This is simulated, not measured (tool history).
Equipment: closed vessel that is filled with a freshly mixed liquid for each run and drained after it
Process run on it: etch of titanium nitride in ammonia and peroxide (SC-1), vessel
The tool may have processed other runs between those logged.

run,day,temperature setpoint of the liquid (K),parts of water to one part of 30 % peroxide (parts by volume),parts of 29 % ammonia solution to one part of 30 % peroxide (parts by volume),time in the liquid (s),thickness taken off the titanium nitride on a monitor wafer (angstrom)
1,0.000,322.15,13.0,0.85,1380,922.73
2,0.071,320.65,13.0,0.85,1380,832.25
3,0.325,319.15,13.0,0.85,1380,744.72
4,0.688,318.15,13.0,0.85,1380,691.51
5,0.871,317.15,13.0,0.85,1380,642.55
6,1.038,323.65,13.0,0.85,1380,1019.40
7,1.242,321.65,13.0,0.85,1380,895.69
8,1.446,320.15,13.0,0.85,1380,794.72
9,1.804,318.65,13.0,0.85,1380,720.19

Predict the results of run 10:
10,1.900,317.65,13.0,0.85,1380,?

thickness taken off the titanium nitride on a monitor wafer (angstrom): 670.38
